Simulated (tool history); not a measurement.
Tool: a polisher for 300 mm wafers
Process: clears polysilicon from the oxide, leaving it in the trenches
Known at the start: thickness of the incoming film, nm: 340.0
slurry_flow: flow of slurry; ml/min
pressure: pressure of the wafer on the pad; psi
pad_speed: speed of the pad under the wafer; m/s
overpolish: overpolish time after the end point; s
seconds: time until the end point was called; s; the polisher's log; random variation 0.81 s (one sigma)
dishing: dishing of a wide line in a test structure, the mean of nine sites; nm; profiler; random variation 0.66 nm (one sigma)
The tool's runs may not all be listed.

run    day  slurry_flow  pressure  pad_speed  overpolish  seconds  dishing
  1      0          155       2.3       0.78          25    39.76   65.818
  2  0.117          155       1.9       0.78          19   47.768   57.006
  3  0.279          185       1.9       0.78          19    46.97    59.12
  4  0.417          185       1.4       0.78          19    62.98    51.58
  5  0.508          185       1.7       0.78          19   52.232   58.026
  6  0.579          155       1.5       0.82          15   57.195    47.28

The next listed run, before its measurement:
  7  0.925          135       1.3       0.86          13        ?        ?

{"run 7": {"seconds": 63.583, "dishing": 42.369}}
